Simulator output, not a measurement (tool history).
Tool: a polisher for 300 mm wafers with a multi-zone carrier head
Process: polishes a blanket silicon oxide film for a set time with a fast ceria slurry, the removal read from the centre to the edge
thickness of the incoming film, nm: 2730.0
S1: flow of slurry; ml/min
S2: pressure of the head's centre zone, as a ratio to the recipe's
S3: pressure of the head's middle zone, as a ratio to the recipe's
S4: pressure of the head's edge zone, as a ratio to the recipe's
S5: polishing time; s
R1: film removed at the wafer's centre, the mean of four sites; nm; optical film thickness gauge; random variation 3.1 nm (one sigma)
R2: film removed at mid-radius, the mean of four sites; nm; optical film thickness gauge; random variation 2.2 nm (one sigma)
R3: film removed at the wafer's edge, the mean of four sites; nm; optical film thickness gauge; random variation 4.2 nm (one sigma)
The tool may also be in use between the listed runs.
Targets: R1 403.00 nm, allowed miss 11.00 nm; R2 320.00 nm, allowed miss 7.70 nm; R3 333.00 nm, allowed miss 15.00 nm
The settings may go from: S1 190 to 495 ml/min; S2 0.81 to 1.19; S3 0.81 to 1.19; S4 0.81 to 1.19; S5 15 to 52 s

Run 1, day 0.000: S1 320 ml/min, S2 1.00, S3 1.00, S4 1.00, S5 33 s. Result: R1 373.08 nm, R2 382.91 nm, R3 385.88 nm.
Run 2, day 0.162: S1 315 ml/min, S2 1.02, S3 0.97, S4 0.97, S5 33 s. Result: R1 377.85 nm, R2 373.94 nm, R3 369.26 nm.
Run 3, day 0.408: S1 315 ml/min, S2 1.02, S3 1.01, S4 0.97, S5 33 s. Result: R1 382.80 nm, R2 380.25 nm, R3 367.98 nm.
Run 4, day 0.525: S1 305 ml/min, S2 1.04, S3 0.97, S4 0.96, S5 33 s. Result: R1 387.24 nm, R2 373.49 nm, R3 371.67 nm.
Run 5, day 0.892: S1 305 ml/min, S2 1.04, S3 1.02, S4 0.96, S5 33 s. Result: R1 386.07 nm, R2 381.87 nm, R3 371.57 nm.
Run 6, day 0.967: S1 305 ml/min, S2 1.04, S3 1.10, S4 0.96, S5 33 s. Result: R1 392.81 nm, R2 406.89 nm, R3 375.08 nm.
Run 7, day 1.183: S1 300 ml/min, S2 1.06, S3 1.05, S4 0.95, S5 33 s. Result: R1 393.27 nm, R2 390.03 nm, R3 363.42 nm.
Run 8, day 1.321: S1 295 ml/min, S2 1.08, S3 1.01, S4 0.95, S5 33 s. Result: R1 394.90 nm, R2 380.36 nm, R3 368.64 nm.
Run 9, day 1.683: S1 295 ml/min, S2 1.10, S3 0.97, S4 0.93, S5 33 s. Result: R1 410.23 nm, R2 370.67 nm, R3 372.45 nm.
Run 10, day 1.879: S1 295 ml/min, S2 1.11, S3 0.95, S4 0.91, S5 33 s. Result: R1 408.46 nm, R2 369.68 nm, R3 364.17 nm.

5 next moves are on the table. One of them brings every result within its allowed miss. Which?
Run A, day 2.075: S1 305 ml/min, S2 1.14, S3 0.92, S4 0.90, S5 32 s. Result: R1 ?, R2 ?, R3 ?.
Run B, day 2.075: S1 420 ml/min, S2 1.14, S3 0.96, S4 0.82, S5 31 s. Result: R1 ?, R2 ?, R3 ?.
Run C, day 2.075: S1 320 ml/min, S2 1.19, S3 0.90, S4 0.94, S5 30 s. Result: R1 ?, R2 ?, R3 ?.
Run D, day 2.075: S1 245 ml/min, S2 1.00, S3 1.18, S4 0.81, S5 37 s. Result: R1 ?, R2 ?, R3 ?.
Run E, day 2.075: S1 325 ml/min, S2 1.06, S3 0.81, S4 1.05, S5 33 s. Result: R1 ?, R2 ?, R3 ?.

move      R1      R2      R3
   A  408.03  348.19  344.36
   B  407.57  356.76  326.62
   C  401.49  323.15  330.68
   D  402.53  466.58  371.58
   E  393.53  332.70  384.46
A: nearer than the last run, and not there yet
B: nearer than the last run, and not there yet
C: meets every target
D: further off than the last run
E: nearer than the last run, and not there yet
Answer: C
